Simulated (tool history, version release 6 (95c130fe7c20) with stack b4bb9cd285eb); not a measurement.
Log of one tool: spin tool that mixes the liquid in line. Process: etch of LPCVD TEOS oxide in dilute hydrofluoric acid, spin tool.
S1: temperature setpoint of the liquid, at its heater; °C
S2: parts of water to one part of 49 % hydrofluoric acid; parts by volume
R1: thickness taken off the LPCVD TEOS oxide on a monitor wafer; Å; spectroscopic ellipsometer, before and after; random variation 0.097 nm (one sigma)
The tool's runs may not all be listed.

run 1 day=0.000 | S1=22.0 S2=140 time_under_the_liquid_(s)=50 | R1=124.19
run 2 day=0.321 | S1=20.5 S2=140 time_under_the_liquid_(s)=50 | R1=118.08
run 3 day=0.454 | S1=20.5 S2=140 time_under_the_liquid_(s)=55 | R1=128.60
run 4 day=0.642 | S1=19.0 S2=140 time_under_the_liquid_(s)=55 | R1=122.94
run 5 day=0.783 | S1=18.5 S2=145 time_under_the_liquid_(s)=55 | R1=115.36
run 6 day=1.154 | S1=18.5 S2=145 time_under_the_liquid_(s)=55 | R1=112.38

Forecast run 7:
run 7 day=1.229 | S1=18.0 S2=145 time_under_the_liquid_(s)=55 | R1=?

Run 7 gave R1 113.13 Å.
